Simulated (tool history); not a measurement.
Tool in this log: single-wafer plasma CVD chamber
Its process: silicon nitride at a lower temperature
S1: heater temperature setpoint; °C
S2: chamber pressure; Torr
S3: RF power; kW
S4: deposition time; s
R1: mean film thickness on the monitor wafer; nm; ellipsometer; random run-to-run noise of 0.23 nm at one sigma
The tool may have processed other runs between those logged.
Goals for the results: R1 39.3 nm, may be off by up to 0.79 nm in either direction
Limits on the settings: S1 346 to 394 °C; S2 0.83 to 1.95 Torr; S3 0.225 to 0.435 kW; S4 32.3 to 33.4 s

{"run": 1, "hour": 0.0, "S1": 370, "S2": 1.39, "S3": 0.33, "S4": 32.3, "R1": 35.367}
{"run": 2, "hour": 8.5, "S1": 370, "S2": 1.39, "S3": 0.295, "S4": 32.3, "R1": 32.02}
{"run": 3, "hour": 11.9, "S1": 365, "S2": 1.39, "S3": 0.295, "S4": 32.3, "R1": 32.241}
{"run": 4, "hour": 18.2, "S1": 365, "S2": 1.47, "S3": 0.305, "S4": 32.3, "R1": 33.924}
{"run": 5, "hour": 24.9, "S1": 365, "S2": 1.55, "S3": 0.305, "S4": 32.3, "R1": 34.279}
{"run": 6, "hour": 29.5, "S1": 365, "S2": 1.61, "S3": 0.31, "S4": 32.3, "R1": 35.653}
{"run": 7, "hour": 32.4, "S1": 365, "S2": 1.67, "S3": 0.31, "S4": 32.3, "R1": 35.66}
{"run": 8, "hour": 40.5, "S1": 365, "S2": 1.71, "S3": 0.315, "S4": 32.3, "R1": 36.134}
{"run": 9, "hour": 48.3, "S1": 365, "S2": 1.75, "S3": 0.32, "S4": 32.3, "R1": 37.15}
{"run": 10, "hour": 53.5, "S1": 365, "S2": 1.78, "S3": 0.32, "S4": 32.3, "R1": 37.464}
{"run": 11, "hour": 57.9, "S1": 365, "S2": 1.81, "S3": 0.32, "S4": 32.3, "R1": 38.02}
{"run": 12, "hour": 66.4, "S1": 365, "S2": 1.81, "S3": 0.32, "S4": 32.3, "R1": 37.615}
{"run": 13, "hour": 72.8, "S1": 365, "S2": 1.83, "S3": 0.32, "S4": 32.3, "R1": 37.941}
{"run": 14, "hour": 74.2, "S1": 365, "S2": 1.85, "S3": 0.32, "S4": 32.3, "R1": 38.022}
{"run": 15, "hour": 79.8, "S1": 365, "S2": 1.87, "S3": 0.32, "S4": 32.3, "R1": 38.348}
{"run": 16, "hour": 86.2, "S1": 365, "S2": 1.88, "S3": 0.32, "S4": 32.3, "R1": 38.347}
{"run": 17, "hour": 89.0, "S1": 365, "S2": 1.89, "S3": 0.32, "S4": 32.3, "R1": 38.33}
{"run": 18, "hour": 90.0, "S1": 365, "S2": 1.9, "S3": 0.32, "S4": 32.3, "R1": 38.019}
{"run": 19, "hour": 97.8, "S1": 365, "S2": 1.91, "S3": 0.32, "S4": 32.3, "R1": 38.083}
{"run": 20, "hour": 98.7, "S1": 365, "S2": 1.92, "S3": 0.32, "S4": 32.3, "R1": 38.381}
{"run": 21, "hour": 102.2, "S1": 365, "S2": 1.93, "S3": 0.32, "S4": 32.3, "R1": 38.304}

Exercise: of the 5 proposed moves below, exactly one satisfies all targets within the stated allowed misses. Which move is it?
{"run": "A", "hour": 105.7, "S1": 360, "S2": 1.78, "S3": 0.31, "S4": 32.3, "R1": "?"}
{"run": "B", "hour": 105.7, "S1": 380, "S2": 1.95, "S3": 0.315, "S4": 33.4, "R1": "?"}
{"run": "C", "hour": 105.7, "S1": 354, "S2": 1.8, "S3": 0.355, "S4": 32.3, "R1": "?"}
{"run": "D", "hour": 105.7, "S1": 374, "S2": 1.81, "S3": 0.32, "S4": 32.3, "R1": "?"}
{"run": "E", "hour": 105.7, "S1": 373, "S2": 1.95, "S3": 0.305, "S4": 33, "R1": "?"}

move=A R1=36.307
move=B R1=38.878
move=C R1=41.242
move=D R1=37.412
move=E R1=37.343
A: further off than the last run
B: every result lands within tolerance
C: the result that was furthest off in the last run now lies on the other side of its target
D: further off than the last run
E: further off than the last run
Answer: B
